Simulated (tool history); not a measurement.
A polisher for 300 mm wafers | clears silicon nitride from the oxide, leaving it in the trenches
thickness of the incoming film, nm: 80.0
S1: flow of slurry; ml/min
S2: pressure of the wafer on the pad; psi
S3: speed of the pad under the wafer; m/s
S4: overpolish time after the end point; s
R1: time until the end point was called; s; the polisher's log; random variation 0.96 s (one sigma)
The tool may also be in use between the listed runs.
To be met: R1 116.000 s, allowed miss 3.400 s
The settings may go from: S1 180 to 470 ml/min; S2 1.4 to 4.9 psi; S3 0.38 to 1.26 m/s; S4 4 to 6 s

| run | day | S1 | S2 | S3 | S4 | R1 |
|---|---|---|---|---|---|---|
| 1 | 0.000 | 300 | 3.1 | 0.82 | 6 | 95.750 |
| 2 | 0.292 | 265 | 3.1 | 0.82 | 6 | 96.263 |
| 3 | 0.379 | 265 | 3.0 | 0.82 | 6 | 99.391 |
| 4 | 0.600 | 265 | 2.9 | 0.82 | 6 | 103.080 |
| 5 | 0.867 | 265 | 3.3 | 0.82 | 6 | 92.873 |
| 6 | 1.179 | 265 | 3.3 | 0.82 | 4 | 92.562 |
| 7 | 1.288 | 265 | 3.2 | 0.82 | 4 | 93.155 |
| 8 | 1.375 | 265 | 3.2 | 0.82 | 4 | 93.991 |
| 9 | 1.433 | 265 | 3.1 | 0.82 | 4 | 97.082 |
| 10 | 1.550 | 265 | 3.1 | 0.82 | 4 | 95.530 |
| 11 | 1.700 | 265 | 3.0 | 0.82 | 4 | 98.252 |
| 12 | 1.725 | 265 | 2.9 | 0.82 | 4 | 102.470 |

5 next moves are on the table. One of them brings every result within its allowed miss. Which?
| A | 1.750 | 395 | 2.9 | 0.72 | 6 | ? |
| B | 1.750 | 215 | 3.5 | 0.90 | 4 | ? |
| C | 1.750 | 295 | 2.5 | 0.72 | 6 | ? |
| D | 1.750 | 185 | 3.1 | 0.76 | 4 | ? |
| E | 1.750 | 285 | 2.6 | 0.76 | 5 | ? |

| move | R1 |
|---|---|
| A | 108.800 |
| B | 83.796 |
| C | 125.240 |
| D | 108.140 |
| E | 117.030 |
A: nearer than the last run, and not there yet
B: further off than the last run
C: takes the result that was furthest off past its target
D: nearer than the last run, and not there yet
E: meets every target
Move E is the one to make.

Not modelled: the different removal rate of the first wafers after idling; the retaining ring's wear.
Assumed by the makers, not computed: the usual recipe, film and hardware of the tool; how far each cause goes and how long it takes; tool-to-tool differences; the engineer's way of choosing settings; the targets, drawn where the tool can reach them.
